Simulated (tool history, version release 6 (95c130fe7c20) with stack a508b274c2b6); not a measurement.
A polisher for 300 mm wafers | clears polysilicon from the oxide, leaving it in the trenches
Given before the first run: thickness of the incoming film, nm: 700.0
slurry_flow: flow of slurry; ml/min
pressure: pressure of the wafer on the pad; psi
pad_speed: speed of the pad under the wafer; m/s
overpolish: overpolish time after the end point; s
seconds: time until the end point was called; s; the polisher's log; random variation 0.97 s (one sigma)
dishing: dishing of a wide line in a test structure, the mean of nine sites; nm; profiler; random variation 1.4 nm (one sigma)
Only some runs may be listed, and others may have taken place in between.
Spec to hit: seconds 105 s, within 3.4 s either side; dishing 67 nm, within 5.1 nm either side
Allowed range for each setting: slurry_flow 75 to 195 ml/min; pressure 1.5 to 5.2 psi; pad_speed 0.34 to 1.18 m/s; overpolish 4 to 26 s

Run 1, hour 0: slurry_flow 125 ml/min, pressure 3.3 psi, pad_speed 0.76 m/s, overpolish 13 s. Result: seconds 55.903 s, dishing 71.789 nm.
Run 2, hour 3.7: slurry_flow 120 ml/min, pressure 3 psi, pad_speed 0.76 m/s, overpolish 14 s. Result: seconds 62.051 s, dishing 67.291 nm.
Run 3, hour 8.8: slurry_flow 120 ml/min, pressure 3 psi, pad_speed 0.76 m/s, overpolish 9 s. Result: seconds 61.972 s, dishing 57.465 nm.
Run 4, hour 11.5: slurry_flow 120 ml/min, pressure 3.5 psi, pad_speed 0.76 m/s, overpolish 9 s. Result: seconds 54.072 s, dishing 60.522 nm.
Run 5, hour 12.7: slurry_flow 115 ml/min, pressure 3.2 psi, pad_speed 0.76 m/s, overpolish 11 s. Result: seconds 58.553 s, dishing 66.161 nm.
Run 6, hour 17.9: slurry_flow 110 ml/min, pressure 2.9 psi, pad_speed 0.76 m/s, overpolish 12 s. Result: seconds 65.194 s, dishing 66.149 nm.
Run 7, hour 19.3: slurry_flow 105 ml/min, pressure 2.7 psi, pad_speed 0.76 m/s, overpolish 12 s. Result: seconds 70.674 s, dishing 61.328 nm.
Run 8, hour 22.4: slurry_flow 95 ml/min, pressure 1.7 psi, pad_speed 0.72 m/s, overpolish 18 s. Result: seconds 117.94 s, dishing 59.94 nm.
Run 9, hour 24.9: slurry_flow 100 ml/min, pressure 1.7 psi, pad_speed 0.72 m/s, overpolish 18 s. Result: seconds 115.36 s, dishing 56.615 nm.
Run 10, hour 31.6: slurry_flow 100 ml/min, pressure 1.7 psi, pad_speed 0.72 m/s, overpolish 19 s. Result: seconds 114.99 s, dishing 60.417 nm.
Run 11, hour 37.6: slurry_flow 105 ml/min, pressure 1.7 psi, pad_speed 0.72 m/s, overpolish 20 s. Result: seconds 117.15 s, dishing 62.81 nm.
Run 12, hour 39.5: slurry_flow 110 ml/min, pressure 1.7 psi, pad_speed 0.72 m/s, overpolish 20 s. Result: seconds 115.33 s, dishing 63.204 nm.

Which single option among these 5 for the next run brings every result within its allowed miss of target? Just one does.
Run A, hour 41.4: slurry_flow 80 ml/min, pressure 1.7 psi, pad_speed 0.66 m/s, overpolish 25 s. Result: seconds ?, dishing ?.
Run B, hour 41.4: slurry_flow 110 ml/min, pressure 1.5 psi, pad_speed 0.74 m/s, overpolish 26 s. Result: seconds ?, dishing ?.
Run C, hour 41.4: slurry_flow 85 ml/min, pressure 2.7 psi, pad_speed 0.52 m/s, overpolish 23 s. Result: seconds ?, dishing ?.
Run D, hour 41.4: slurry_flow 95 ml/min, pressure 1.5 psi, pad_speed 0.74 m/s, overpolish 23 s. Result: seconds ?, dishing ?.
Run E, hour 41.4: slurry_flow 120 ml/min, pressure 1.7 psi, pad_speed 0.84 m/s, overpolish 17 s. Result: seconds ?, dishing ?.

move  seconds  dishing
   A   133.78   62.617
   B   125.61   64.839
   C   105.99   65.796
   D   129.62    61.42
   E   97.276   61.059
A: lands further from the targets than the last run did
B: lands further from the targets than the last run did
C: every result lands within tolerance
D: lands further from the targets than the last run did
E: takes the result that was furthest off past its target
C is the move that brings every result within its allowed miss.
